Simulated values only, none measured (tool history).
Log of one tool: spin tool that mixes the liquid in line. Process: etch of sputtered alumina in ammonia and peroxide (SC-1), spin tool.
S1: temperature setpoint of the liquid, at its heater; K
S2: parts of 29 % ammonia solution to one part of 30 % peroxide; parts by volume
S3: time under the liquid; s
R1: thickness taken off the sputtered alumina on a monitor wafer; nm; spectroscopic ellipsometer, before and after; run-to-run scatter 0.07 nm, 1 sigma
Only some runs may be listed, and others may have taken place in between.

| run | hour | S1 | S2 | S3 | R1 |
|---|---|---|---|---|---|
| 1 | 0.0 | 323.15 | 0.70 | 305 | 18.770 |
| 2 | 3.9 | 321.65 | 0.65 | 305 | 17.390 |
| 3 | 9.8 | 320.65 | 0.60 | 305 | 15.984 |
| 4 | 10.9 | 320.65 | 0.40 | 305 | 15.648 |
| 5 | 13.0 | 320.65 | 0.40 | 325 | 16.786 |
| 6 | 21.4 | 320.65 | 0.40 | 305 | 15.443 |
| 7 | 22.6 | 319.65 | 0.40 | 305 | 14.747 |
| 8 | 26.7 | 318.65 | 0.40 | 305 | 13.945 |

For run 9, what comes out?
| 9 | 27.7 | 317.65 | 0.40 | 305 | ? |

Run 9 produced R1 13.229 nm.
